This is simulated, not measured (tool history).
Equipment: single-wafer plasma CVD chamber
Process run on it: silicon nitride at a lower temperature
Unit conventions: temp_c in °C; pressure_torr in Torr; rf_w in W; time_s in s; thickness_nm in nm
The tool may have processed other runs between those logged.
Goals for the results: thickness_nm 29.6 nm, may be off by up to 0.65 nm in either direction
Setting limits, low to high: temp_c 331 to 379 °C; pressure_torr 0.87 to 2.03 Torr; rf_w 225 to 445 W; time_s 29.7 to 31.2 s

Run 1, hour 0: temp_c 355 °C, pressure_torr 1.45 Torr, rf_w 335 W, time_s 31.2 s. Result: thickness_nm 35.351 nm.
Run 2, hour 8.8: temp_c 355 °C, pressure_torr 1.45 Torr, rf_w 335 W, time_s 31.2 s. Result: thickness_nm 35.312 nm.
Run 3, hour 15.5: temp_c 365 °C, pressure_torr 1.45 Torr, rf_w 335 W, time_s 31.2 s. Result: thickness_nm 35.081 nm.
Run 4, hour 17.6: temp_c 365 °C, pressure_torr 1.45 Torr, rf_w 335 W, time_s 31.2 s. Result: thickness_nm 35.396 nm.
Run 5, hour 23.7: temp_c 365 °C, pressure_torr 1.45 Torr, rf_w 335 W, time_s 29.7 s. Result: thickness_nm 33.908 nm.
Run 6, hour 31.7: temp_c 365 °C, pressure_torr 1.39 Torr, rf_w 330 W, time_s 29.7 s. Result: thickness_nm 32.43 nm.
Run 7, hour 34.4: temp_c 365 °C, pressure_torr 1.36 Torr, rf_w 330 W, time_s 29.7 s. Result: thickness_nm 32.559 nm.
Run 8, hour 36.1: temp_c 365 °C, pressure_torr 1.32 Torr, rf_w 330 W, time_s 29.7 s. Result: thickness_nm 31.819 nm.
Run 9, hour 42.9: temp_c 365 °C, pressure_torr 1.29 Torr, rf_w 330 W, time_s 29.7 s. Result: thickness_nm 31.776 nm.
Run 10, hour 46.7: temp_c 365 °C, pressure_torr 1.26 Torr, rf_w 330 W, time_s 29.7 s. Result: thickness_nm 31.472 nm.
Run 11, hour 54: temp_c 365 °C, pressure_torr 1.23 Torr, rf_w 330 W, time_s 29.7 s. Result: thickness_nm 31.136 nm.
Run 12, hour 57.9: temp_c 365 °C, pressure_torr 1.21 Torr, rf_w 330 W, time_s 29.7 s. Result: thickness_nm 30.9 nm.
Run 13, hour 59.2: temp_c 365 °C, pressure_torr 1.19 Torr, rf_w 330 W, time_s 29.7 s. Result: thickness_nm 30.403 nm.
Run 14, hour 62.9: temp_c 365 °C, pressure_torr 1.18 Torr, rf_w 330 W, time_s 29.7 s. Result: thickness_nm 30.525 nm.
Run 15, hour 68.7: temp_c 365 °C, pressure_torr 1.17 Torr, rf_w 330 W, time_s 29.7 s. Result: thickness_nm 30.394 nm.
Run 16, hour 75.6: temp_c 365 °C, pressure_torr 1.16 Torr, rf_w 330 W, time_s 29.7 s. Result: thickness_nm 30.474 nm.

Consider the 4 candidate settings below. Which is the only one whose results all fall within their allowed miss of target?
Run A, hour 82.5: temp_c 363 °C, pressure_torr 0.94 Torr, rf_w 365 W, time_s 31.2 s. Result: thickness_nm ?.
Run B, hour 82.5: temp_c 363 °C, pressure_torr 1.17 Torr, rf_w 315 W, time_s 29.7 s. Result: thickness_nm ?.
Run C, hour 82.5: temp_c 361 °C, pressure_torr 1.28 Torr, rf_w 325 W, time_s 30.1 s. Result: thickness_nm ?.
Run D, hour 82.5: temp_c 361 °C, pressure_torr 1.19 Torr, rf_w 335 W, time_s 29.7 s. Result: thickness_nm ?.

move  thickness_nm
   A        30.938
   B        29.408
   C        31.737
   D        31.082
A: further off than the last run
B: meets every target
C: further off than the last run
D: further off than the last run
B meets every target.
